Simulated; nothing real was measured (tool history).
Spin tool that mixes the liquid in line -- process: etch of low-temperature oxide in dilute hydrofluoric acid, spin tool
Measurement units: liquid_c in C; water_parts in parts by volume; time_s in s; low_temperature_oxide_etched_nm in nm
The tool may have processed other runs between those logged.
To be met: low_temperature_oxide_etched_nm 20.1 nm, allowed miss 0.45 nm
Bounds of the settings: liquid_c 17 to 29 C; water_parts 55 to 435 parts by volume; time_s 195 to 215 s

run  hour  liquid_c  water_parts  time_s  low_temperature_oxide_etched_nm
  1     0        21          245     195                            15.84
  2   8.9        22          245     195                           16.563
  3  16.5      22.5          245     195                            16.79
  4  17.1      22.5          185     195                           23.642
  5  22.6      22.5          135     195                           34.137
  6  28.4        22          140     195                           31.954
  7  36.3      21.5          145     195                           30.278
  8  42.5      17.5          200     195                           17.894
  9  48.6        18          200     195                           18.183
 10  51.8      18.5          200     195                           18.499
 11  60.6      19.5          200     195                           19.326
 12  62.5        20          200     195                           19.636
     67.4  -- thermometer replaced
 13  67.4      20.5          200     195                           18.652
 14    72      21.5          200     195                           19.383

Exactly one of the 4 candidate moves below puts every result within its allowed miss. Which one?
  A  76.6        19          210     210                                ?
  B  76.6      23.5          215     195                                ?
  C  76.6      21.5          195     195                                ?
  D  76.6      21.5          205     200                                ?

move  low_temperature_oxide_etched_nm
   A                           17.691
   B                           18.926
   C                           19.766
   D                           19.089
A: lands further from the targets than the last run did
B: lands further from the targets than the last run did
C: every result within its allowed miss
D: lands further from the targets than the last run did
C is the move that brings every result within its allowed miss.
